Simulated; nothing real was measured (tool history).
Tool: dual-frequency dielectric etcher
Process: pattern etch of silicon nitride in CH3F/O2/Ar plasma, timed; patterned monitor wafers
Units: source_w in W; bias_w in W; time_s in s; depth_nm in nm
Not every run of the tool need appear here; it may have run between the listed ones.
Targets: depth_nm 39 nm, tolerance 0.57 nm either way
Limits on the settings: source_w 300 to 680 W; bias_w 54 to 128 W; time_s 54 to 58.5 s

Run 1, hour 0: source_w 490 W, bias_w 91 W, time_s 58.5 s. Result: depth_nm 46.949 nm.
Run 2, hour 7.5: source_w 470 W, bias_w 89 W, time_s 58.5 s. Result: depth_nm 46.03 nm.
Run 3, hour 9.5: source_w 470 W, bias_w 103 W, time_s 58.5 s. Result: depth_nm 48.869 nm.
Run 4, hour 17.5: source_w 470 W, bias_w 103 W, time_s 58.5 s. Result: depth_nm 48.867 nm.
Run 5, hour 21.6: source_w 450 W, bias_w 100 W, time_s 58.5 s. Result: depth_nm 47.648 nm.
Run 6, hour 30.1: source_w 430 W, bias_w 97 W, time_s 58.5 s. Result: depth_nm 46.105 nm.
Run 7, hour 37.4: source_w 420 W, bias_w 95 W, time_s 58.5 s. Result: depth_nm 45.44 nm.
Run 8, hour 40.8: source_w 320 W, bias_w 77 W, time_s 58 s. Result: depth_nm 37.32 nm.
Run 9, hour 46.9: source_w 330 W, bias_w 77 W, time_s 58 s. Result: depth_nm 37.754 nm.

Which one of the following 4 next-run settings gets every result inside its allowed miss? There is exactly one.
Run A, hour 53: source_w 370 W, bias_w 72 W, time_s 58.5 s. Result: depth_nm ?.
Run B, hour 53: source_w 310 W, bias_w 71 W, time_s 58.5 s. Result: depth_nm ?.
Run C, hour 53: source_w 320 W, bias_w 88 W, time_s 56 s. Result: depth_nm ?.
Run D, hour 53: source_w 310 W, bias_w 79 W, time_s 58.5 s. Result: depth_nm ?.

move  depth_nm
   A    38.862
   B    36.028
   C    37.785
   D    37.454
A: hits every target within its allowed miss
B: the biggest miss grows against the last run
C: roughly where the last run was
D: the biggest miss grows against the last run
Answer: A
